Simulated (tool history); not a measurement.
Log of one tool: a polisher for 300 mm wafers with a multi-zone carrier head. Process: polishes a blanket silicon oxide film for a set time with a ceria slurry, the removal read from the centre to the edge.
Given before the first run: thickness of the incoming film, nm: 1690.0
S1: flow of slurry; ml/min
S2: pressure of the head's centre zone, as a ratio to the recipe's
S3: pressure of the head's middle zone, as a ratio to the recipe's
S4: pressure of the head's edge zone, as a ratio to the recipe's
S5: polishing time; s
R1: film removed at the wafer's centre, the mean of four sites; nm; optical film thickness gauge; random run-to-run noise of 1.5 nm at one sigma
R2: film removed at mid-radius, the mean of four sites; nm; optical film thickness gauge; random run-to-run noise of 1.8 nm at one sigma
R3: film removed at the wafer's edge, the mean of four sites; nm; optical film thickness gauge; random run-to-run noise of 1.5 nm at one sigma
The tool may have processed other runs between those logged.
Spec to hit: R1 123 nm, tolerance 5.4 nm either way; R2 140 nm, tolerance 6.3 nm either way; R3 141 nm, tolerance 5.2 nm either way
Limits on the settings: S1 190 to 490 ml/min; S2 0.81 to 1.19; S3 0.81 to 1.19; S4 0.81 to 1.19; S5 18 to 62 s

| run | day | S1 | S2 | S3 | S4 | S5 | R1 | R2 | R3 |
|---|---|---|---|---|---|---|---|---|---|
| 1 | 0 | 315 | 1 | 1 | 1 | 40 | 172.46 | 170.93 | 179.84 |
| 2 | 0.154 | 315 | 0.99 | 1 | 0.99 | 39 | 166.49 | 163.64 | 175.31 |
| 3 | 0.379 | 315 | 0.98 | 1.01 | 0.98 | 38 | 158.44 | 161.79 | 166.55 |
| 4 | 0.417 | 315 | 0.97 | 1 | 0.97 | 38 | 156.36 | 162.6 | 163.66 |
| 5 | 0.542 | 315 | 0.96 | 0.99 | 0.97 | 38 | 156.19 | 158.44 | 162.77 |
| 6 | 0.667 | 315 | 0.94 | 0.99 | 0.97 | 38 | 152.1 | 157.38 | 163.7 |
| 7 | 0.788 | 315 | 0.93 | 0.99 | 0.96 | 38 | 153.21 | 161.22 | 167.38 |
| 8 | 0.896 | 315 | 0.92 | 0.99 | 0.95 | 37 | 148.85 | 157.75 | 162.41 |
| 9 | 1.225 | 315 | 0.91 | 0.99 | 0.95 | 36 | 143.61 | 153.28 | 155.43 |
|  | 1.508 | edge zone pressure recalibrated |
| 10 | 1.508 | 315 | 0.9 | 0.99 | 0.95 | 36 | 139.18 | 154.39 | 153.37 |
| 11 | 1.671 | 315 | 0.9 | 0.99 | 0.95 | 36 | 139.72 | 150.2 | 156.1 |
| 12 | 1.783 | 315 | 0.89 | 0.99 | 0.94 | 36 | 137.04 | 151.01 | 153.19 |
| 13 | 2.121 | 315 | 0.88 | 0.99 | 0.93 | 36 | 134.73 | 153.53 | 149.14 |
| 14 | 2.171 | 315 | 0.87 | 0.98 | 0.93 | 36 | 134.93 | 152.27 | 151.77 |
| 15 | 2.4 | 315 | 0.86 | 0.97 | 0.93 | 36 | 133.33 | 147.93 | 152.35 |

5 candidate next runs follow, results not yet known. Just one meets every target within its allowed miss. Identify it.
| A | 2.629 | 310 | 0.94 | 0.94 | 0.91 | 33 | ? | ? | ? |
| B | 2.629 | 230 | 1 | 1.04 | 0.92 | 36 | ? | ? | ? |
| C | 2.629 | 255 | 0.97 | 1.06 | 0.89 | 35 | ? | ? | ? |
| D | 2.629 | 375 | 0.97 | 1.03 | 0.83 | 32 | ? | ? | ? |
| E | 2.629 | 340 | 0.85 | 0.98 | 0.92 | 33 | ? | ? | ? |

| move | R1 | R2 | R3 |
|---|---|---|---|
| A | 131.57 | 131.11 | 138.53 |
| B | 148.39 | 151.57 | 148.45 |
| C | 141.47 | 151.29 | 143.72 |
| D | 133.88 | 139.3 | 131.54 |
| E | 119.86 | 136.83 | 139.76 |
A: meets the target for the result that was furthest off, but another lies outside its allowed miss
B: misses by more than the last run did
C: meets the target for the result that was furthest off, but another lies outside its allowed miss
D: takes the biggest miss from the last run beyond its target
E: meets every target
Go with E: it meets all targets.
